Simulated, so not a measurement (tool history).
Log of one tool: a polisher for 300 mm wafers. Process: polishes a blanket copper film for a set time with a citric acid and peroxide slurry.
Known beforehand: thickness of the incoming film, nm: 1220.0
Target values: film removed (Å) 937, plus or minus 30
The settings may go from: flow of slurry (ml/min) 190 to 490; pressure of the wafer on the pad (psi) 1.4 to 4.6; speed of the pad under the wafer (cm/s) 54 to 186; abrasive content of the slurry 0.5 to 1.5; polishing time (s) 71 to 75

run  hour  flow of slurry (ml/min)  pressure of the wafer on the pad (psi)  speed of the pad under the wafer (cm/s)  abrasive content of the slurry  polishing time (s)  film removed (Å)
  1     0                      315                                       3                                      118                               1                  71            1722.6
  2   5.9                      315                                     2.5                                      114                               1                  71              1393
  3  13.9                      315                                     2.5                                      138                               1                  71            1691.2
  4  16.9                      315                                     2.8                                      138                               1                  71            1861.4
  5  21.5                      315                                     3.3                                      138                               1                  71            2165.2
  6  22.2                      360                                     3.3                                      138                               1                  71            2211.4
  7  24.8                      360                                     2.7                                      128                               1                  71            1707.4
  8  31.5                      350                                     2.3                                      122                               1                  71              1366
  9  34.5                      350                                       2                                      120                               1                  71            1184.9

Exercise: of the 4 proposed moves below, exactly one satisfies all targets within the stated allowed misses. Which move is it?
  A  37.5                      305                                     2.1                                      100                               1                  71                 ?
  B  37.5                      350                                     1.8                                      108                               1                  72                 ?
  C  37.5                      350                                       2                                       96                            0.95                  71                 ?
  D  37.5                      375                                     2.2                                       96                             0.8                  73                 ?

move  film removed (Å)
   A            1042.8
   B             992.9
   C            954.63
   D            1033.1
A: nearer than the last run, and not there yet
B: nearer than the last run, and not there yet
C: meets every target
D: nearer than the last run, and not there yet
So the answer is move C, the one that meets all the targets.

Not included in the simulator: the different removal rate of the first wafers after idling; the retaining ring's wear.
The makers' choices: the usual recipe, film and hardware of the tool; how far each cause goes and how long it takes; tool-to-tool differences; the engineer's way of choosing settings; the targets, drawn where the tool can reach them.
